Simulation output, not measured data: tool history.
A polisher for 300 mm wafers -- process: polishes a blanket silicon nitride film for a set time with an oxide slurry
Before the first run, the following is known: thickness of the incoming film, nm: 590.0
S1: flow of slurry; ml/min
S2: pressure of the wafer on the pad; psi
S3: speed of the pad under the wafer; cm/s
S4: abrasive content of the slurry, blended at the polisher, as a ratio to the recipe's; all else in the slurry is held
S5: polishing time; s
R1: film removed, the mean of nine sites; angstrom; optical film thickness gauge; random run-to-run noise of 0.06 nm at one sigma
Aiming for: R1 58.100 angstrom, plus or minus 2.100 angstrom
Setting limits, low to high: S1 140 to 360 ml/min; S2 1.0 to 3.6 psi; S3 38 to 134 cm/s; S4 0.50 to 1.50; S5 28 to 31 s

Run 1, hour 0.0: S1 230 ml/min, S2 2.3 psi, S3 86 cm/s, S4 1.00, S5 31 s. Result: R1 98.114 angstrom.
Run 2, hour 9.0: S1 230 ml/min, S2 2.0 psi, S3 86 cm/s, S4 1.00, S5 31 s. Result: R1 87.164 angstrom.
Run 3, hour 14.6: S1 190 ml/min, S2 2.0 psi, S3 86 cm/s, S4 1.00, S5 31 s. Result: R1 83.821 angstrom.
Run 4, hour 17.3: S1 150 ml/min, S2 2.0 psi, S3 86 cm/s, S4 1.00, S5 31 s. Result: R1 80.960 angstrom.
Run 5, hour 19.8: S1 150 ml/min, S2 2.5 psi, S3 86 cm/s, S4 1.00, S5 31 s. Result: R1 100.930 angstrom.
Run 6, hour 22.8: S1 150 ml/min, S2 2.5 psi, S3 86 cm/s, S4 1.00, S5 31 s. Result: R1 100.880 angstrom.
Run 7, hour 25.3: S1 150 ml/min, S2 1.9 psi, S3 82 cm/s, S4 1.00, S5 31 s. Result: R1 74.146 angstrom.
Run 8, hour 29.3: S1 150 ml/min, S2 1.7 psi, S3 82 cm/s, S4 1.00, S5 31 s. Result: R1 65.394 angstrom.
Run 9, hour 31.9: S1 150 ml/min, S2 1.6 psi, S3 82 cm/s, S4 1.00, S5 31 s. Result: R1 62.647 angstrom.

Exercise: of the 5 proposed moves below, exactly one satisfies all targets within the stated allowed misses. Which move is it?
Run A, hour 34.5: S1 145 ml/min, S2 1.9 psi, S3 68 cm/s, S4 0.75, S5 30 s. Result: R1 ?.
Run B, hour 34.5: S1 140 ml/min, S2 1.6 psi, S3 80 cm/s, S4 1.05, S5 29 s. Result: R1 ?.
Run C, hour 34.5: S1 155 ml/min, S2 1.7 psi, S3 86 cm/s, S4 0.95, S5 29 s. Result: R1 ?.
Run D, hour 34.5: S1 160 ml/min, S2 1.7 psi, S3 76 cm/s, S4 0.75, S5 30 s. Result: R1 ?.
Run E, hour 34.5: S1 140 ml/min, S2 1.4 psi, S3 82 cm/s, S4 1.15, S5 28 s. Result: R1 ?.

move      R1
   A  52.537
   B  59.092
   C  64.284
   D  52.595
   E  53.552
A: moves the result that the last run missed by most past its target, out the other side
B: meets every target
C: its largest miss is bigger than the last run's
D: moves the result that the last run missed by most past its target, out the other side
E: moves the result that the last run missed by most past its target, out the other side
The move that meets every target is B.
